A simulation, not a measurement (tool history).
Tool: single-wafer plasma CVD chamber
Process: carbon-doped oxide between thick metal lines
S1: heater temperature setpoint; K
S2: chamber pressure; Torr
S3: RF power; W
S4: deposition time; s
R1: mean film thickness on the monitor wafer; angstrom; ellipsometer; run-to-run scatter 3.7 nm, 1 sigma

run	hour	S1	S2	S3	S4	R1
1	0	608.15	4.35	395	214	9756.8
2	3.7	608.15	4.35	430	214	10547
3	6.7	608.15	4.35	465	214	11244
4	8.6	618.15	4.35	465	214	10937
5	15.2	618.15	4.35	465	204	10360
6	19.5	614.15	4.53	470	204	10619
7	25.3	611.15	4.57	475	204	10919

Run 8 has not been measured yet. What should we expect?
8	32	609.15	4.66	480	204	?

{"run 8": {"R1": 11021}}
